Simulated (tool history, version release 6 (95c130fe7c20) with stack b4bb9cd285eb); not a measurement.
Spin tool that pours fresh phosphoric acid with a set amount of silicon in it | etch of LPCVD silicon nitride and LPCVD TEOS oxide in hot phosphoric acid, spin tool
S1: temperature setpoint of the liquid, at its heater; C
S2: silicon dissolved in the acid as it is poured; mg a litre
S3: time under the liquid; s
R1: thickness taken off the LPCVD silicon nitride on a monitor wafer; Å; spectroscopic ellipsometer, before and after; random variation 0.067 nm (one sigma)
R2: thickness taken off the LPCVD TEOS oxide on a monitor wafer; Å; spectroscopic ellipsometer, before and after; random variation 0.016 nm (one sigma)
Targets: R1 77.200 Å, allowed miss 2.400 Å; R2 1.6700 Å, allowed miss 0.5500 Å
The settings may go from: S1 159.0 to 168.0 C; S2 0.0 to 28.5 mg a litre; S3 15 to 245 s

run,hour,S1,S2,S3,R1,R2
1,0.0,164.0,12.5,125,137.080,3.2642
2,4.8,163.5,12.5,115,123.280,2.7938
3,9.2,163.5,12.5,90,95.603,2.1652
4,12.5,165.5,12.5,90,102.370,2.6949
5,14.4,165.0,12.5,85,96.503,2.7710
6,18.0,164.0,12.5,85,91.928,2.3177
7,20.4,163.5,12.0,85,89.743,2.1615
8,21.3,163.0,11.5,85,88.055,2.1567
9,23.1,162.5,11.5,85,86.749,1.9925
10,30.8,162.5,11.5,85,88.130,2.0239
11,32.6,162.0,11.0,85,86.345,1.9043
12,37.4,161.5,10.5,85,84.505,2.0602
13,43.7,159.5,16.5,80,73.043,1.3438

4 next moves are on the table. One of them brings every result within its allowed miss. Which?
A,50.0,162.5,11.0,70,?,?
B,50.0,160.5,10.5,80,?,?
C,50.0,162.0,9.5,70,?,?
D,50.0,161.5,8.0,70,?,?

move,R1,R2
A,73.236,1.7045
B,78.297,1.7005
C,72.029,1.6991
D,70.839,1.6918
A: as far off as the last run
B: meets every target
C: further off than the last run
D: further off than the last run
Move B is the one to make.
